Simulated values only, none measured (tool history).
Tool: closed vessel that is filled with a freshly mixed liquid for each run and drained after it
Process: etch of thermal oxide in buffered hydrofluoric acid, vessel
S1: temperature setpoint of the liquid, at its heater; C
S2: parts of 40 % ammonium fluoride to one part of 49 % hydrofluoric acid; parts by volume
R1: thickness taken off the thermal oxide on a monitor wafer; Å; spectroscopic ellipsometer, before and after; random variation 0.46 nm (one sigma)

run 1 hour=0.0 | S1=23.0 S2=20 time_in_the_liquid_(s)=120 | R1=625.85
run 2 hour=7.6 | S1=22.5 S2=20 time_in_the_liquid_(s)=120 | R1=623.53
run 3 hour=12.2 | S1=25.5 S2=20 time_in_the_liquid_(s)=120 | R1=733.22
run 4 hour=16.2 | S1=22.5 S2=20 time_in_the_liquid_(s)=120 | R1=611.20
run 5 hour=24.5 | S1=22.5 S2=20 time_in_the_liquid_(s)=120 | R1=623.17
run 6 hour=32.5 | S1=22.5 S2=20 time_in_the_liquid_(s)=130 | R1=676.18

Forecast run 7:
run 7 hour=38.8 | S1=22.0 S2=20 time_in_the_liquid_(s)=130 | R1=?

R1: 654.57 Å
